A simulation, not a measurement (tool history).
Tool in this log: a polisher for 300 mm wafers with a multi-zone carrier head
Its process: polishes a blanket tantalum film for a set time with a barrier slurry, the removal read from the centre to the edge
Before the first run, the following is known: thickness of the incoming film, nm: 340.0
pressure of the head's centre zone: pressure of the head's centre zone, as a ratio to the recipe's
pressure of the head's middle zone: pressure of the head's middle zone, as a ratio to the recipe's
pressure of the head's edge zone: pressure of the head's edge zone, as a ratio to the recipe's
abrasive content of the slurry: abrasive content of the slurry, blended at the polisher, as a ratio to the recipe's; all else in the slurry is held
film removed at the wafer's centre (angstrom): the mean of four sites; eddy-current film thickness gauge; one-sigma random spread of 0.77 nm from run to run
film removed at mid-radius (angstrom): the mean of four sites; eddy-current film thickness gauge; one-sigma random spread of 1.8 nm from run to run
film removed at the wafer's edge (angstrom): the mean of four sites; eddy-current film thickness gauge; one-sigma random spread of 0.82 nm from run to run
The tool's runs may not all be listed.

run    day  flow of slurry (ml/min)  pressure of the head's centre zone  pressure of the head's middle zone  pressure of the head's edge zone  abrasive content of the slurry  polishing time (s)  film removed at the wafer's centre (angstrom)  film removed at mid-radius (angstrom)  film removed at the wafer's edge (angstrom)
  1      0                      270                                   1                                   1                                 1                               1                  73                                         1090.1                                 1094.6                                       1085.7
  2  0.067                      300                                   1                                   1                                 1                               1                  73                                         1090.1                                   1089                                       1104.2
  3  0.238                      295                                1.04                                1.04                              0.99                               1                  73                                         1131.6                                   1132                                       1103.2
  4  0.492                      240                                1.04                                1.04                              0.99                               1                  73                                         1095.1                                 1087.1                                       1079.7
  5  0.567                      280                                1.06                                1.06                              0.95                               1                  73                                         1155.2                                 1138.1                                       1048.8
  6  0.733                      300                                1.07                                1.07                              0.95                               1                  73                                         1166.1                                 1174.6                                       1068.5

Run 7 comes next. What will it give?
  7  0.788                      300                                1.07                                1.07                              0.95                               1                  73                                              ?                                      ?                                            ?

{"run 7": {"film removed at the wafer's centre (angstrom)": 1155.4, "film removed at mid-radius (angstrom)": 1169.6, "film removed at the wafer's edge (angstrom)": 1070.6}}
